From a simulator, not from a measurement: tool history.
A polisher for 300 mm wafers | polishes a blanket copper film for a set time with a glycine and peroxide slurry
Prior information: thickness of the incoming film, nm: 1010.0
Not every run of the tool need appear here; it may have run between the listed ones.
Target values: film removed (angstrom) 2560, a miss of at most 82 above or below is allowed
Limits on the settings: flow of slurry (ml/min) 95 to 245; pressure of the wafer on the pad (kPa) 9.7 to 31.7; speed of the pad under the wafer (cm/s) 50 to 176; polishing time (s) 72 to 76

run,hour,flow of slurry (ml/min),pressure of the wafer on the pad (kPa),speed of the pad under the wafer (cm/s),polishing time (s),film removed (angstrom)
1,0,155,20.7,112,72,5043
2,3.7,150,17.9,106,72,4347
3,9,145,15.9,100,72,3688.1
4,14.7,140,14.5,98,72,3355.8
5,20.7,140,14.5,116,72,3868.2
6,24.5,140,14.5,96,72,3339
7,30.4,135,13.1,96,72,3093.1
8,33.4,130,12.4,96,72,2993.7
9,38,125,11.7,96,72,2837.1
10,44.9,105,9.7,96,72,2396.3

Exercise: of the 4 proposed moves below, exactly one satisfies all targets within the stated allowed misses. Which move is it?
A,51.8,145,11.7,62,76,?
B,51.8,105,11.7,90,72,?
C,51.8,100,10.3,108,76,?
D,51.8,95,9.7,114,76,?

move,film removed (angstrom)
A,2363.9
B,2582.1
C,2777.1
D,2703.5
A: its largest miss is bigger than the last run's
B: every result within its allowed miss
C: moves the result that the last run missed by most past its target, out the other side
D: moves the result that the last run missed by most past its target, out the other side
The move that meets every target is B.

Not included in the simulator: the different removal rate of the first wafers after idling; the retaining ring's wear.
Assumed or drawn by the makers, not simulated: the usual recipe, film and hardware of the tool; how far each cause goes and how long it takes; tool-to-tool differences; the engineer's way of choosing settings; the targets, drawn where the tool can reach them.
